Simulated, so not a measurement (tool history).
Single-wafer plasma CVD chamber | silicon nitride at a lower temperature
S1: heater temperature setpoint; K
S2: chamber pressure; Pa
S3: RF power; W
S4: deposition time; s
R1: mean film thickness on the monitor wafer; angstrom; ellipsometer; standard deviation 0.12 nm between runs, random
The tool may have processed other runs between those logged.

Run 1, day 0: S1 608.15 K, S2 156 Pa, S3 230 W, S4 39.1 s. Result: R1 347.52 angstrom.
Run 2, day 0.154: S1 614.15 K, S2 156 Pa, S3 230 W, S4 39.1 s. Result: R1 345.77 angstrom.
Run 3, day 0.325: S1 614.15 K, S2 156 Pa, S3 255 W, S4 39.1 s. Result: R1 365.62 angstrom.
Run 4, day 0.392: S1 614.15 K, S2 156 Pa, S3 255 W, S4 39.1 s. Result: R1 367.41 angstrom.
Run 5, day 0.717: S1 614.15 K, S2 156 Pa, S3 255 W, S4 40.3 s. Result: R1 374.66 angstrom.
Run 6, day 0.996: S1 614.15 K, S2 168 Pa, S3 255 W, S4 40.3 s. Result: R1 386.37 angstrom.
Run 7, day 1.3: S1 614.15 K, S2 168 Pa, S3 255 W, S4 40.3 s. Result: R1 385.2 angstrom.
Run 8, day 1.512: S1 614.15 K, S2 156 Pa, S3 240 W, S4 40 s. Result: R1 361.04 angstrom.
Run 9, day 1.617: S1 614.15 K, S2 156 Pa, S3 240 W, S4 40 s. Result: R1 363.34 angstrom.
Run 10, day 1.875: S1 614.15 K, S2 125 Pa, S3 205 W, S4 39.6 s. Result: R1 310.49 angstrom.

The next listed run, before its measurement:
Run 11, day 2.204: S1 614.15 K, S2 121 Pa, S3 205 W, S4 39.6 s. Result: R1 ?.

{"run 11": {"R1": 305.14}}

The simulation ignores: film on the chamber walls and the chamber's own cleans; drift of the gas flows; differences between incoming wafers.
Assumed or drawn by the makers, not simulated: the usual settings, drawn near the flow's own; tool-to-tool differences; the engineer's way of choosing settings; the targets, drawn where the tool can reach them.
